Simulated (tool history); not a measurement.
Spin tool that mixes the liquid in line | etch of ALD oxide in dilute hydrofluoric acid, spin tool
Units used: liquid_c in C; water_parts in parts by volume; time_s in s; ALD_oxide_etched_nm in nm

run  hour  liquid_c  water_parts  time_s  ALD_oxide_etched_nm
  1   0.0      23.0          115      45               7.0625
  2   8.9      23.0          115      50               7.7661
  3  10.4      26.5          115      50               8.9176
  4  13.9      26.5          140      50               7.0538
  5  16.4      27.0          125      50               8.3413
  6  17.0      27.0          150      50               6.6573

Forecast run 7:
  7  21.4      27.5          135      50                    ?

{"run 7": {"ALD_oxide_etched_nm": 7.6273}}
